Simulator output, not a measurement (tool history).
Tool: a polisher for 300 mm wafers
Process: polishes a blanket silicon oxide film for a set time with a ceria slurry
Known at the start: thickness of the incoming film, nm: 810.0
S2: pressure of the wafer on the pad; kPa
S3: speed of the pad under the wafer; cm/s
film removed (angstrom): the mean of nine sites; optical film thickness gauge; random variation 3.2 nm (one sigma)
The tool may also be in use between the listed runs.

{"run": 1, "hour": 0.0, "flow of slurry (ml/min)": 275, "S2": 23.4, "S3": 100, "polishing time (s)": 76, "film removed (angstrom)": 3776.1}
{"run": 2, "hour": 5.4, "flow of slurry (ml/min)": 275, "S2": 22.1, "S3": 100, "polishing time (s)": 76, "film removed (angstrom)": 3622.2}
{"run": 3, "hour": 7.4, "flow of slurry (ml/min)": 275, "S2": 20.7, "S3": 100, "polishing time (s)": 76, "film removed (angstrom)": 3319.6}
{"run": 4, "hour": 11.3, "flow of slurry (ml/min)": 275, "S2": 26.2, "S3": 100, "polishing time (s)": 76, "film removed (angstrom)": 4353.4}
{"run": 5, "hour": 12.7, "flow of slurry (ml/min)": 275, "S2": 24.1, "S3": 100, "polishing time (s)": 76, "film removed (angstrom)": 3809.7}
{"run": 6, "hour": 21.1, "flow of slurry (ml/min)": 275, "S2": 24.1, "S3": 100, "polishing time (s)": 80, "film removed (angstrom)": 4223.9}
{"run": 7, "hour": 26.8, "flow of slurry (ml/min)": 275, "S2": 17.2, "S3": 96, "polishing time (s)": 80, "film removed (angstrom)": 2816.7}

Run 8 comes next. What will it give?
{"run": 8, "hour": 33.8, "flow of slurry (ml/min)": 275, "S2": 16.5, "S3": 96, "polishing time (s)": 80, "film removed (angstrom)": "?"}

film removed (angstrom): 2706

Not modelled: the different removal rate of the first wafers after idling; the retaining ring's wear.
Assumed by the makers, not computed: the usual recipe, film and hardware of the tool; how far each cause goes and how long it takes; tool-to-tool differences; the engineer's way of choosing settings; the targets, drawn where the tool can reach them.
